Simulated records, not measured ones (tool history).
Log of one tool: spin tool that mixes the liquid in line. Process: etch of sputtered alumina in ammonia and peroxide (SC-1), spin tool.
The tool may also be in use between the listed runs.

run,hour,temperature setpoint of the liquid (C),parts of 29 % ammonia solution to one part of 30 % peroxide (parts by volume),time under the liquid (s),thickness taken off the sputtered alumina on a monitor wafer (angstrom)
1,0.0,52.0,0.7,45,19.789
2,5.6,52.5,0.7,45,20.076
3,8.8,53.0,0.7,45,20.593
4,9.8,53.5,0.7,45,21.244
5,11.2,54.0,0.7,45,21.869
6,20.0,49.0,0.7,45,16.574

Estimate the outcome of run 7 from the log above:
7,21.6,50.5,0.7,45,?

Run 7 measured thickness taken off the sputtered alumina on a monitor wafer (angstrom) 18.019.
